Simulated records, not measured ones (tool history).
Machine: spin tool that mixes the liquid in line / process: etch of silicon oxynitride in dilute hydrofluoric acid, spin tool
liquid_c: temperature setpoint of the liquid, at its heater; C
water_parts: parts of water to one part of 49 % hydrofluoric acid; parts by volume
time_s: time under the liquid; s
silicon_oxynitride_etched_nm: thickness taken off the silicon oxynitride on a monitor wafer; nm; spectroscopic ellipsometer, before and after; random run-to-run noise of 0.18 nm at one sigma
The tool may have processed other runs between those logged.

run	hour	liquid_c	water_parts	time_s	silicon_oxynitride_etched_nm
1	0	24	235	310	3.9972
2	2.1	25	210	310	4.9022
3	10.9	26	195	310	5.4332
4	17.2	26	195	330	5.8021
5	25.6	26	240	330	4.55
6	34.4	26	325	330	3.1922
7	42.7	27	285	330	3.8117
8	49.3	27	285	330	3.9822
9	56.9	31	190	330	7.4822

What will run 10 give?
10	57.6	32	135	330	?

silicon_oxynitride_etched_nm: 11.637 nm
